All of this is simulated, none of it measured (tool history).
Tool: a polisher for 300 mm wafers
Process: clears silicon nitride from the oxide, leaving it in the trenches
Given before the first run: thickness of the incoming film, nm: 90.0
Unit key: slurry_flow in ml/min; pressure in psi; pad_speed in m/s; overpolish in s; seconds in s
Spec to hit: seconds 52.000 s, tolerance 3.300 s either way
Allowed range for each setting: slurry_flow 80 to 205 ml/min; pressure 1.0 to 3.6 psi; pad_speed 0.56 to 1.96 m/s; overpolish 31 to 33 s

| run | hour | slurry_flow | pressure | pad_speed | overpolish | seconds |
|---|---|---|---|---|---|---|
| 1 | 0.0 | 135 | 2.3 | 1.26 | 31 | 91.609 |
| 2 | 2.4 | 105 | 2.3 | 1.26 | 31 | 97.272 |
| 3 | 4.1 | 80 | 2.3 | 1.26 | 31 | 103.470 |
| 4 | 5.0 | 85 | 2.6 | 1.28 | 31 | 88.266 |
| 5 | 11.9 | 85 | 2.6 | 1.28 | 31 | 87.092 |
| 6 | 18.3 | 85 | 2.6 | 0.98 | 31 | 118.360 |
| 7 | 19.7 | 90 | 2.8 | 1.06 | 31 | 96.642 |
| 8 | 27.3 | 95 | 3.0 | 1.10 | 31 | 85.497 |
| 9 | 30.1 | 100 | 3.1 | 1.14 | 31 | 80.393 |
| 10 | 32.9 | 100 | 3.2 | 1.20 | 31 | 74.185 |
| 11 | 37.6 | 100 | 3.3 | 1.26 | 31 | 66.880 |

Below are 5 possible settings for the next run. Only one of them brings all results inside the allowed miss of their targets. Which is it?
| A | 42.3 | 80 | 3.4 | 0.92 | 31 | ? |
| B | 42.3 | 95 | 3.6 | 1.86 | 31 | ? |
| C | 42.3 | 115 | 3.6 | 1.72 | 32 | ? |
| D | 42.3 | 125 | 3.1 | 1.64 | 33 | ? |
| E | 42.3 | 95 | 3.6 | 1.86 | 33 | ? |

| move | seconds |
|---|---|
| A | 98.609 |
| B | 44.375 |
| C | 45.409 |
| D | 53.983 |
| E | 44.375 |
A: lands further from the targets than the last run did
B: the result that was furthest off in the last run now lies on the other side of its target
C: the result that was furthest off in the last run now lies on the other side of its target
D: each result inside its tolerance
E: the result that was furthest off in the last run now lies on the other side of its target
D is the move that brings every result within its allowed miss.

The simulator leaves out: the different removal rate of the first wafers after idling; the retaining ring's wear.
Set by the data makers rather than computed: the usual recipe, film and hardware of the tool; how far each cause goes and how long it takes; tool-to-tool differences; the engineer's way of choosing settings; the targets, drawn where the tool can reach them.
